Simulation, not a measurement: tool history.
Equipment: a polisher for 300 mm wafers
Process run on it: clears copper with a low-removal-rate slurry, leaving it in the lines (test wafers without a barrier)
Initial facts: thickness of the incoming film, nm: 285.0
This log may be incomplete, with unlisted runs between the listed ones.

| run | hour | flow of slurry (ml/min) | pressure of the wafer on the pad (psi) | speed of the pad under the wafer (cm/s) | abrasive content of the slurry | overpolish time after the end point (s) | time until the end point was called (s) | dishing of a wide line in a test structure (Å) |
|---|---|---|---|---|---|---|---|---|
| 1 | 0.0 | 290 | 2.2 | 110 | 1.00 | 23 | 109.870 | 356.780 |
| 2 | 3.6 | 290 | 2.6 | 110 | 1.00 | 23 | 87.846 | 395.230 |
| 3 | 9.3 | 290 | 2.6 | 110 | 1.00 | 18 | 93.579 | 325.160 |
| 4 | 12.9 | 290 | 2.6 | 110 | 1.00 | 22 | 94.517 | 381.980 |
| 5 | 20.9 | 290 | 2.6 | 110 | 0.90 | 22 | 93.653 | 382.160 |
| 6 | 22.6 | 290 | 2.2 | 110 | 0.90 | 22 | 110.990 | 332.070 |
| 7 | 25.4 | 290 | 2.2 | 104 | 0.85 | 20 | 115.450 | 289.210 |
| 8 | 33.4 | 290 | 2.2 | 100 | 0.85 | 19 | 121.850 | 269.900 |
| 9 | 36.3 | 290 | 2.2 | 98 | 0.80 | 18 | 125.730 | 251.210 |
| 10 | 39.2 | 290 | 2.2 | 96 | 0.80 | 17 | 120.490 | 237.390 |
| 11 | 44.1 | 290 | 2.2 | 94 | 0.80 | 16 | 126.490 | 218.820 |
| 12 | 45.7 | 295 | 1.6 | 94 | 0.80 | 7 | 175.380 | 75.901 |
| 13 | 50.8 | 295 | 1.7 | 92 | 0.75 | 7 | 167.170 | 80.140 |

Run 14, settings as shown, results not yet in. Your forecast:
| 14 | 56.9 | 295 | 1.7 | 90 | 0.75 | 7 | ? | ? |

{"run 14": {"time until the end point was called (s)": 173.01, "dishing of a wide line in a test structure (Å)": 76.804}}
